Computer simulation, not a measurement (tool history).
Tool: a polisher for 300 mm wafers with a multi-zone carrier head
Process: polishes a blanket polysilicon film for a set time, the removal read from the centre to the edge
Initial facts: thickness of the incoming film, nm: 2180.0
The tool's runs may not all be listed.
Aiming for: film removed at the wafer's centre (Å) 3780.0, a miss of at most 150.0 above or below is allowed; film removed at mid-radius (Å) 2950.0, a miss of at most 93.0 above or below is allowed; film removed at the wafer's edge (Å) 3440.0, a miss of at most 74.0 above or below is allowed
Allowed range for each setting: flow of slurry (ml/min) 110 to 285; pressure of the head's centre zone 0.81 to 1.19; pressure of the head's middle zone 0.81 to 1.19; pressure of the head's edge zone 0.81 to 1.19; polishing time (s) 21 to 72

run  hour  flow of slurry (ml/min)  pressure of the head's centre zone  pressure of the head's middle zone  pressure of the head's edge zone  polishing time (s)  film removed at the wafer's centre (Å)  film removed at mid-radius (Å)  film removed at the wafer's edge (Å)
  1   0.0                      180                                1.00                                1.00                              1.00                  46                                  4343.5                          4443.9                                4357.5
  2   6.7                      175                                1.01                                0.98                              1.00                  45                                  4352.5                          4158.6                                4296.9
  3  15.5                      170                                1.01                                0.96                              0.98                  44                                  4162.9                          4014.8                                4120.4
  4  22.6                      170                                1.01                                0.96                              0.93                  44                                  4061.5                          4039.5                                4026.2
  5  25.9                      165                                1.02                                0.94                              0.92                  43                                  3932.0                          3858.6                                3878.5
  6  32.5                      160                                1.03                                0.92                              0.92                  42                                  3949.1                          3599.7                                3780.9
  7  35.8                      155                                1.03                                0.91                              0.91                  42                                  3926.8                          3644.3                                3716.1
  8  36.6                      155                                1.03                                0.90                              0.92                  41                                  3930.7                          3476.0                                3724.2
  9  41.7                      150                                1.03                                0.89                              0.91                  41                                  3818.9                          3382.7                                3642.6

Next run, 4 choices. One meets every target within its allowed miss, the rest don't. Which?
  A  46.8                      155                                1.14                                0.86                              1.03                  36                                       ?                               ?                                     ?
  B  46.8                      230                                0.98                                0.95                              0.84                  38                                       ?                               ?                                     ?
  C  46.8                      215                                1.13                                0.81                              1.06                  34                                       ?                               ?                                     ?
  D  46.8                      150                                1.16                                0.88                              0.91                  39                                       ?                               ?                                     ?

move  film removed at the wafer's centre (Å)  film removed at mid-radius (Å)  film removed at the wafer's edge (Å)
   A                                  3656.3                          2945.3                                3367.2
   B                                  3570.6                          3611.7                                3388.3
   C                                  3646.1                          2803.5                                3364.6
   D                                  3999.9                          3229.4                                3421.1
A: all results in spec
B: moves away from the targets compared with the last run
C: pushes the last run's worst result past its target
D: better than the last run, though not everything is in spec
Answer: A

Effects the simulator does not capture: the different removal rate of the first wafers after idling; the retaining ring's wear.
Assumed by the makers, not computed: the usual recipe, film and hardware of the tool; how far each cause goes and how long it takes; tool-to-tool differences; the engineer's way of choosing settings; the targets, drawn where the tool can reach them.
